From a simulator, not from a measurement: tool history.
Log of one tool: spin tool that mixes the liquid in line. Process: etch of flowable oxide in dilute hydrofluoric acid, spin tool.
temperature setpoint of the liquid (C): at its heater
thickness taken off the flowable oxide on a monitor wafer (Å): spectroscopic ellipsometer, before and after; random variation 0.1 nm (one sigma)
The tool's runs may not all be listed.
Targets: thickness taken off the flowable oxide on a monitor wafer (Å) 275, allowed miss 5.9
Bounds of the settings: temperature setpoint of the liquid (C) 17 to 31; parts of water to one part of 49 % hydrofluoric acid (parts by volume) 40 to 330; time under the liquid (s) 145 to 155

run  hour  temperature setpoint of the liquid (C)  parts of water to one part of 49 % hydrofluoric acid (parts by volume)  time under the liquid (s)  thickness taken off the flowable oxide on a monitor wafer (Å)
  1     0                                      23                                                                     185                        145                                                         363.36
  2     1                                    21.5                                                                     190                        145                                                         333.26
  3   3.7                                      18                                                                     190                        145                                                         292.01
  4   8.7                                    17.5                                                                     190                        145                                                         285.23
  5  14.1                                      17                                                                     190                        145                                                         280.74
  6  16.6                                    19.5                                                                     190                        145                                                         308.89
  7  24.6                                      19                                                                     190                        145                                                         302.33
  8  29.6                                    18.5                                                                     190                        145                                                         298.77
  9  30.8                                      18                                                                     190                        145                                                         292.36
 10  32.5                                    17.5                                                                     190                        145                                                         288.42

Which of these 5 next moves meets every target?
  A  34.2                                      17                                                                     175                        145                                                              ?
  B  34.2                                      17                                                                     190                        150                                                              ?
  C  34.2                                      19                                                                     220                        155                                                              ?
  D  34.2                                    18.5                                                                     215                        145                                                              ?
  E  34.2                                      17                                                                     180                        150                                                              ?

move  thickness taken off the flowable oxide on a monitor wafer (Å)
   A                                                         311.54
   B                                                         292.54
   C                                                         273.93
   D                                                         258.54
   E                                                          311.8
A: further off than the last run
B: further off than the last run
C: meets every target
D: takes the result that was furthest off past its target
E: further off than the last run
The right move is C.
